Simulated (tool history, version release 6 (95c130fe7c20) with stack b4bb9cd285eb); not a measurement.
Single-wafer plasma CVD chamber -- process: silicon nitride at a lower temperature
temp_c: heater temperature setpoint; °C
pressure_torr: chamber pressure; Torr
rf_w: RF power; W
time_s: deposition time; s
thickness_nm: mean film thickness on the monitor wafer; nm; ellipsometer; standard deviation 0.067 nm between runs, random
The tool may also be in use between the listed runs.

run,hour,temp_c,pressure_torr,rf_w,time_s,thickness_nm
1,0.0,370,1.31,225,10.8,10.626
2,5.1,370,1.31,225,10.8,10.796
3,6.1,370,1.31,205,10.8,10.074
4,14.5,370,1.31,205,10.8,10.103
5,18.2,370,1.51,205,10.8,10.507
6,22.9,370,1.54,205,10.8,10.533
7,24.1,370,1.57,210,10.8,10.722
8,30.2,370,1.59,210,10.8,10.658
9,38.9,370,1.61,215,10.8,10.945
10,45.4,370,1.63,215,10.8,11.010

The next listed run, before its measurement:
11,50.1,370,1.65,215,10.8,?

{"run 11": {"thickness_nm": 10.94}}
